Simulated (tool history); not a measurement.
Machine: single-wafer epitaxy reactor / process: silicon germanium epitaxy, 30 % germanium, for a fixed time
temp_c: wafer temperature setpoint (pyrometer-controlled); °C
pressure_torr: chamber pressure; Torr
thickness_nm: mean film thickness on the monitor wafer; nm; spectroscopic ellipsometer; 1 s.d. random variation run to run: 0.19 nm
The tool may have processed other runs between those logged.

run,day,temp_c,pressure_torr,thickness_nm
1,0.000,595,24.3,51.937
2,0.183,590,24.2,48.344
3,0.246,585,23.6,43.665
4,0.321,591,23.6,48.251
5,0.371,591,25.7,49.403
6,0.550,591,24.0,48.323
7,0.638,586,23.9,44.651

Expected results for the next run?
8,1.004,586,23.9,?

Run 8 came out at thickness_nm 44.398 nm.
